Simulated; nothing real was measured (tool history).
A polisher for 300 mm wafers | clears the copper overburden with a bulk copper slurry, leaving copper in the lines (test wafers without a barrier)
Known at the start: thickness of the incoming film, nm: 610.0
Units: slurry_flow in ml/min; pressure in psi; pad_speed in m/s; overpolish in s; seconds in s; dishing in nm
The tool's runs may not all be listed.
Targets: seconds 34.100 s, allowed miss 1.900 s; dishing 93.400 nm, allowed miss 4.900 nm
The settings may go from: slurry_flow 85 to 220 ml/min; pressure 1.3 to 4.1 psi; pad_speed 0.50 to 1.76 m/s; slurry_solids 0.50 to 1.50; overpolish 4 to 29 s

run,hour,slurry_flow,pressure,pad_speed,slurry_solids,overpolish,seconds,dishing
1,0.0,140,2.7,1.12,1.00,15,56.182,78.566
2,7.5,140,2.7,1.12,1.00,19,56.744,87.050
3,12.2,140,2.7,1.12,0.80,19,59.535,85.793
4,14.8,145,2.9,1.14,0.80,17,54.834,85.972
5,19.1,145,3.1,1.16,0.80,15,49.910,81.436
6,22.7,145,3.3,1.16,0.80,15,48.642,84.696
7,30.3,145,3.4,1.18,0.80,14,47.705,83.934
8,32.0,160,4.1,1.34,0.80,9,36.099,75.647
9,40.9,160,4.0,1.36,0.80,10,36.176,83.287
10,42.6,160,4.0,1.38,0.80,10,35.884,82.055
11,43.4,160,4.0,1.40,0.80,10,35.438,83.952

Which of these 5 next moves meets every target?
A,44.2,145,4.1,1.38,0.90,12,?,?
B,44.2,115,3.5,1.48,0.70,11,?,?
C,44.2,160,3.7,1.30,0.95,14,?,?
D,44.2,175,3.6,1.32,0.85,11,?,?
E,44.2,220,3.7,1.24,1.05,13,?,?

move,seconds,dishing
A,34.570,93.903
B,39.462,80.911
C,38.622,95.065
D,39.252,81.411
E,38.132,91.861
A: meets every target
B: further off than the last run
C: brings the result that was furthest off to its target, and leaves another outside
D: further off than the last run
E: brings the result that was furthest off to its target, and leaves another outside
Answer: A

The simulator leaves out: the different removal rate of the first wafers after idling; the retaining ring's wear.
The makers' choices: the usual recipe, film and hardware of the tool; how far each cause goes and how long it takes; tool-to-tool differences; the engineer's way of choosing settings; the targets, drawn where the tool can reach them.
